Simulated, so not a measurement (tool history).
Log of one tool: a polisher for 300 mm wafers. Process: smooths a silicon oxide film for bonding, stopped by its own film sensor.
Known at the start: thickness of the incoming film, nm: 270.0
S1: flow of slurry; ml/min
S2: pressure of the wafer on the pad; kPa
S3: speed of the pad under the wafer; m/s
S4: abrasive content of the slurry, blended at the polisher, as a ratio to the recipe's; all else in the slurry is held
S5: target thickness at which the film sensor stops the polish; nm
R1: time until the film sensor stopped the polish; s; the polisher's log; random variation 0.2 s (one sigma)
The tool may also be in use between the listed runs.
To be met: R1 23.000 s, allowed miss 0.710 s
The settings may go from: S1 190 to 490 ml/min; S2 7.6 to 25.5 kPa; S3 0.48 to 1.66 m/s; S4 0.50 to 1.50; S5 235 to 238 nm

run  hour   S1    S2    S3    S4   S5      R1
  1   0.0  315  16.5  1.06  1.00  235  33.742
  2   1.5  315  16.5  1.06  1.10  235  32.190
  3   3.5  315  18.6  1.06  1.10  235  29.042
  4  11.7  315  20.0  1.06  1.10  235  27.252
  5  13.6  315  20.0  0.86  1.10  235  32.290
  6  19.3  350  20.0  0.86  1.10  235  31.916
  7  22.6  350  20.0  0.86  1.10  235  31.947
  8  29.1  350  21.4  0.88  1.10  235  29.638
  9  35.9  350  22.8  0.90  1.10  235  27.427
 10  37.8  350  23.4  0.92  1.10  235  25.964
 11  43.2  350  24.1  0.92  1.10  235  25.793
 12  45.2  350  24.8  0.94  1.10  235  24.350

5 next moves are on the table. One of them brings every result within its allowed miss. Which?
  A  47.2  360  25.5  0.70  1.20  236   ?
  B  47.2  300  20.7  0.94  1.30  235   ?
  C  47.2  305  24.8  0.84  1.20  236   ?
  D  47.2  340  24.8  0.72  1.45  235   ?
  E  47.2  325  24.8  0.94  1.10  237   ?

move      R1
   A  28.347
   B  27.255
   C  25.458
   D  27.046
   E  23.450
A: further off than the last run
B: further off than the last run
C: further off than the last run
D: further off than the last run
E: meets every target
The right move is E.
